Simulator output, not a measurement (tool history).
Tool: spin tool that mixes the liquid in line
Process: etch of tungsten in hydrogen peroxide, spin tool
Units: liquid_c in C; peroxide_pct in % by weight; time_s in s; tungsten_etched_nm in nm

{"run": 1, "hour": 0.0, "liquid_c": 44, "peroxide_pct": 15, "time_s": 15, "tungsten_etched_nm": 10.221}
{"run": 2, "hour": 6.0, "liquid_c": 42.5, "peroxide_pct": 15, "time_s": 15, "tungsten_etched_nm": 9.3251}
{"run": 3, "hour": 9.0, "liquid_c": 42.5, "peroxide_pct": 13.5, "time_s": 15, "tungsten_etched_nm": 8.8935}
{"run": 4, "hour": 17.5, "liquid_c": 42.5, "peroxide_pct": 13.5, "time_s": 15, "tungsten_etched_nm": 8.8361}
{"hour": 21.4, "done": "thermometer replaced"}
{"run": 5, "hour": 21.4, "liquid_c": 49.5, "peroxide_pct": 13.5, "time_s": 15, "tungsten_etched_nm": 15.491}
{"run": 6, "hour": 28.9, "liquid_c": 44.5, "peroxide_pct": 13.5, "time_s": 15, "tungsten_etched_nm": 11.467}
{"run": 7, "hour": 36.8, "liquid_c": 43, "peroxide_pct": 13.5, "time_s": 15, "tungsten_etched_nm": 10.398}

Forecast run 8:
{"run": 8, "hour": 42.6, "liquid_c": 41.5, "peroxide_pct": 13.5, "time_s": 15, "tungsten_etched_nm": "?"}

Run 8 gave tungsten_etched_nm 9.3616 nm.

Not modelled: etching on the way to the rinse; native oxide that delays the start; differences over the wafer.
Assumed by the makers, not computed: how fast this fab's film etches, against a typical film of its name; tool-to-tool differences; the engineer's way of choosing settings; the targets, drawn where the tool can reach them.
